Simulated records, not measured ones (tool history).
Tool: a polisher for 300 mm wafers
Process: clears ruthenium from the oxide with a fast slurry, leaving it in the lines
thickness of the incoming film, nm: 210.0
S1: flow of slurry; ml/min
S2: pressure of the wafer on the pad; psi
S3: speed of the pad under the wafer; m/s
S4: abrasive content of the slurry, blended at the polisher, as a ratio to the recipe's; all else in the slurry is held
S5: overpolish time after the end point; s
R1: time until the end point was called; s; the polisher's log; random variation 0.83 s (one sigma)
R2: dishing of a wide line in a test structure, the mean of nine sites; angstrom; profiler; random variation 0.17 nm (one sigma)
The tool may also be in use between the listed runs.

{"run": 1, "hour": 0.0, "S1": 215, "S2": 2.2, "S3": 1.08, "S4": 1, "S5": 15, "R1": 63.664, "R2": 403.89}
{"run": 2, "hour": 2.8, "S1": 215, "S2": 2.2, "S3": 1.34, "S4": 1, "S5": 15, "R1": 50.677, "R2": 483.17}
{"run": 3, "hour": 4.3, "S1": 215, "S2": 2.7, "S3": 1.34, "S4": 1, "S5": 15, "R1": 44.058, "R2": 572.39}
{"run": 4, "hour": 8.5, "S1": 215, "S2": 2.2, "S3": 1.34, "S4": 1, "S5": 15, "R1": 51.508, "R2": 477.48}
{"run": 5, "hour": 9.7, "S1": 190, "S2": 2.2, "S3": 1.34, "S4": 1, "S5": 15, "R1": 52.664, "R2": 474.26}
{"run": 6, "hour": 17.0, "S1": 190, "S2": 2.2, "S3": 1.34, "S4": 1, "S5": 19, "R1": 51.85, "R2": 594.8}

Forecast run 7:
{"hour": 19.6, "done": "worn pad replaced by a new one"}
{"run": 7, "hour": 19.6, "S1": 205, "S2": 2, "S3": 1.38, "S4": 0.9, "S5": 16, "R1": "?", "R2": "?"}

{"run 7": {"R1": 52.426, "R2": 515.99}}
